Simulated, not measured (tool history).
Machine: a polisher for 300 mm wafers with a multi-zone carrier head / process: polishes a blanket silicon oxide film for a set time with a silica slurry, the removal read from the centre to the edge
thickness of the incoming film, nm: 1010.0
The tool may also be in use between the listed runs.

run,hour,flow of slurry (ml/min),pressure of the head's centre zone,pressure of the head's middle zone,pressure of the head's edge zone,abrasive content of the slurry,polishing time (s),film removed at the wafer's centre (nm),film removed at mid-radius (nm),film removed at the wafer's edge (nm)
1,0.0,195,1.00,1.00,1.00,1.00,57,244.14,247.98,257.61
2,2.1,195,1.00,1.00,0.99,0.95,56,244.71,243.65,251.42
3,8.5,195,1.00,1.00,0.98,0.90,55,232.27,234.04,242.34
4,12.6,195,1.00,1.00,0.98,0.90,47,204.20,200.81,207.60
5,16.3,195,1.00,1.04,0.98,0.90,47,204.17,201.82,205.15
6,24.9,195,1.00,1.04,0.97,0.85,47,194.27,201.18,201.16

Estimate the outcome of run 7 from the log above:
7,28.3,185,1.10,0.98,0.87,0.70,45,?,?,?

{"run 7": {"film removed at the wafer's centre (nm)": 199.01, "film removed at mid-radius (nm)": 169.89, "film removed at the wafer's edge (nm)": 175.8}}
